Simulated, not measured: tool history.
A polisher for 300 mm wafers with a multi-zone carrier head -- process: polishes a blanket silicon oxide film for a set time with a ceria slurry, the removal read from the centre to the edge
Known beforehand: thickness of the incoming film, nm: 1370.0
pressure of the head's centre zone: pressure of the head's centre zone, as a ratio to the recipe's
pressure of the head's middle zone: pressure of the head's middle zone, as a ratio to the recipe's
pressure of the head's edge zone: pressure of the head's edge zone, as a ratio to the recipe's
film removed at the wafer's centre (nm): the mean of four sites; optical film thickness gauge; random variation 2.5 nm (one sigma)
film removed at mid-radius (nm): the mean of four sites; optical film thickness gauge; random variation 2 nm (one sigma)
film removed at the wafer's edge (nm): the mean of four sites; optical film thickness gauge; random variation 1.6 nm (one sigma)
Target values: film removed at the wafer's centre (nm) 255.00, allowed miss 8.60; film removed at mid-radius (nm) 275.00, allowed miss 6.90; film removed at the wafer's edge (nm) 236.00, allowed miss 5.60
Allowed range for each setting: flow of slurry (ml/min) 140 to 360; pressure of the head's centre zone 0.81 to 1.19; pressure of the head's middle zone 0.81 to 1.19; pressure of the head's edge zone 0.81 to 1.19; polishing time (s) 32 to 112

run  hour  flow of slurry (ml/min)  pressure of the head's centre zone  pressure of the head's middle zone  pressure of the head's edge zone  polishing time (s)  film removed at the wafer's centre (nm)  film removed at mid-radius (nm)  film removed at the wafer's edge (nm)
  1   0.0                      230                                1.00                                1.00                              1.00                  72                                   462.19                           466.39                                 461.82
  2   7.7                      225                                1.00                                1.01                              0.98                  67                                   427.46                           433.11                                 421.85
  3  10.1                      225                                1.06                                1.01                              0.98                  67                                   453.64                           431.78                                 419.94
  4  16.7                      200                                1.06                                1.01                              0.98                  67                                   451.52                           428.85                                 419.48
  5  20.4                      200                                1.06                                0.94                              0.98                  67                                   445.21                           403.35                                 418.97
  6  27.5                      200                                1.06                                0.94                              0.98                  58                                   387.93                           353.93                                 368.32
  7  34.2                      205                                1.05                                0.96                              0.96                  55                                   355.73                           337.92                                 344.48
  8  36.8                      210                                1.05                                0.98                              0.95                  53                                   356.32                           334.93                                 324.21
  9  42.3                      215                                1.04                                0.98                              0.94                  52                                   343.09                           329.50                                 319.41
 10  51.2                      215                                1.04                                0.98                              0.94                  52                                   340.05                           327.65                                 323.17
 11  60.0                      215                                1.04                                0.99                              0.93                  50                                   334.46                           318.55                                 309.15
 12  60.8                      220                                1.03                                1.00                              0.92                  49                                   320.72                           315.42                                 305.02
 13  61.5                      220                                1.03                                1.01                              0.91                  48                                   312.63                           313.54                                 295.43
 14  69.4                      220                                1.03                                1.02                              0.90                  47                                   306.66                           306.19                                 285.28
 15  72.2                      185                                0.97                                1.08                              0.81                  38                                   234.03                           254.45                                 215.44
 16  75.2                      185                                0.97                                1.08                              0.81                  38                                   232.75                           257.87                                 212.84

5 candidate next runs follow, results not yet known. Just one meets every target within its allowed miss. Identify it.
  A  78.2                      225                                0.98                                1.08                              0.85                  40                                        ?                                ?                                      ?
  B  78.2                      225                                1.03                                1.14                              0.87                  33                                        ?                                ?                                      ?
  C  78.2                      240                                1.00                                0.94                              0.84                  39                                        ?                                ?                                      ?
  D  78.2                      170                                0.96                                1.04                              0.91                  41                                        ?                                ?                                      ?
  E  78.2                      205                                1.04                                0.88                              0.85                  40                                        ?                                ?                                      ?

move  film removed at the wafer's centre (nm)  film removed at mid-radius (nm)  film removed at the wafer's edge (nm)
   A                                   256.46                           276.59                                 238.44
   B                                   219.00                           238.96                                 198.62
   C                                   255.23                           241.47                                 232.89
   D                                   249.51                           265.40                                 246.00
   E                                   263.61                           230.35                                 237.20
A: in spec on every target
B: lands further from the targets than the last run did
C: gets the furthest-off result to its target, but another result is out of tolerance
D: pushes the last run's worst result past its target
E: gets the furthest-off result to its target, but another result is out of tolerance
The right move is A.

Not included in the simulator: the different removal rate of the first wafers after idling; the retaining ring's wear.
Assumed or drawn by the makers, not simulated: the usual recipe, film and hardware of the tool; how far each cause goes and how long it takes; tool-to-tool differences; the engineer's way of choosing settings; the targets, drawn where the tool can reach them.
